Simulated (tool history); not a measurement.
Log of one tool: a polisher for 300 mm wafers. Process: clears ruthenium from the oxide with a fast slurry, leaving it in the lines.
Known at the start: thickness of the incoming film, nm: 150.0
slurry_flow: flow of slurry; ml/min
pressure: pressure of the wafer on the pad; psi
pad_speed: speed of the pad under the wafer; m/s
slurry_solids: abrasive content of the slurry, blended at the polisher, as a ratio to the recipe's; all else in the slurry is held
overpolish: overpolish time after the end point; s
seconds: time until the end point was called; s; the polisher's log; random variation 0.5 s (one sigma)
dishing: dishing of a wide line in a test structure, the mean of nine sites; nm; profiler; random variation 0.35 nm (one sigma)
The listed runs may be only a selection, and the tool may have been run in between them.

run,hour,slurry_flow,pressure,pad_speed,slurry_solids,overpolish,seconds,dishing
1,0,130,2.4,0.94,1,19,44.493,49
2,8.7,140,2.3,0.94,1,15,45.285,39.046
3,12.4,140,2.3,0.94,0.9,15,48.165,37.915
4,16.9,155,2.1,0.94,1,12,49.088,31.628
5,19.5,170,2,0.94,1.1,10,48.334,26.95
6,26.7,170,2,0.94,1.1,6,48.185,16.482
7,29.3,155,2.3,0.94,1.1,9,43.27,26.618

What does the tool deliver on the next run?
8,33.2,175,2.2,0.94,1.1,9,?,?

seconds: 43.755 s
dishing: 26.972 nm
